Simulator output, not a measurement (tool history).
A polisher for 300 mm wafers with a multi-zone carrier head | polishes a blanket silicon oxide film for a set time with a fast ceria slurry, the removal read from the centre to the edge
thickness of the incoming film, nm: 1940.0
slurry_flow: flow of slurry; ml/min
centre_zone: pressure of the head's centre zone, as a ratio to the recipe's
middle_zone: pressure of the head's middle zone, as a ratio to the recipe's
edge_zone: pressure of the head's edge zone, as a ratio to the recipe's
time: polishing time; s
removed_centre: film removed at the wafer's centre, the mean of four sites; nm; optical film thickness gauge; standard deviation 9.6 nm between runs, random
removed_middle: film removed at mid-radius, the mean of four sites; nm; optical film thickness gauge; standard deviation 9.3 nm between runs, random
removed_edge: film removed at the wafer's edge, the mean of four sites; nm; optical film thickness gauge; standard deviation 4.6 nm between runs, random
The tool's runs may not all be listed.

run	hour	slurry_flow	centre_zone	middle_zone	edge_zone	time	removed_centre	removed_middle	removed_edge
1	0	260	1	1	1	39	810.44	790.14	794.99
2	0.5	205	1	1	1	39	752.94	771.49	776.78
3	5.5	205	1	1	0.95	39	790.68	764.28	752.34
4	8.6	205	0.99	1.03	0.91	36	708.93	712.71	681.42
5	16.3	205	0.99	1.09	0.91	36	707.45	744.35	685.07
6	20.2	205	0.94	1.09	0.91	36	674.53	750.21	686.33
7	22.3	210	0.98	1.11	0.88	34	667.39	729.49	640.11

What does the tool deliver on the next run?
8	27.9	210	1.08	1.09	0.81	29	?	?	?

removed_centre: 634.86 nm
removed_middle: 617.56 nm
removed_edge: 524.12 nm

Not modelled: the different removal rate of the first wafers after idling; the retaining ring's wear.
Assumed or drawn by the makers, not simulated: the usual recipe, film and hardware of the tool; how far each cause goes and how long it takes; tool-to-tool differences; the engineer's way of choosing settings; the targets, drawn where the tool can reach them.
